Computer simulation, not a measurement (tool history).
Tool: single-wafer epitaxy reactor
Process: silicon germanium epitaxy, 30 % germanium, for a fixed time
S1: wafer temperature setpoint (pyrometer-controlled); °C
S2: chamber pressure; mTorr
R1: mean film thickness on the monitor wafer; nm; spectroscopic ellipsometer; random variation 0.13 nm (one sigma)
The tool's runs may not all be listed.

Run 1, day 0.000: S1 580 °C, S2 27900 mTorr. Result: R1 47.030 nm.
Run 2, day 0.196: S1 580 °C, S2 29700 mTorr. Result: R1 48.150 nm.
Run 3, day 0.371: S1 577 °C, S2 29700 mTorr. Result: R1 44.992 nm.
Run 4, day 0.658: S1 575 °C, S2 29700 mTorr. Result: R1 43.169 nm.
Run 5, day 0.854: S1 573 °C, S2 29700 mTorr. Result: R1 41.530 nm.
Run 6, day 1.088: S1 584 °C, S2 29700 mTorr. Result: R1 52.074 nm.
Run 7, day 1.254: S1 581 °C, S2 29700 mTorr. Result: R1 48.888 nm.

Forecast run 8:
Run 8, day 1.458: S1 578 °C, S2 29700 mTorr. Result: R1 ?.

{"run 8": {"R1": 45.693}}

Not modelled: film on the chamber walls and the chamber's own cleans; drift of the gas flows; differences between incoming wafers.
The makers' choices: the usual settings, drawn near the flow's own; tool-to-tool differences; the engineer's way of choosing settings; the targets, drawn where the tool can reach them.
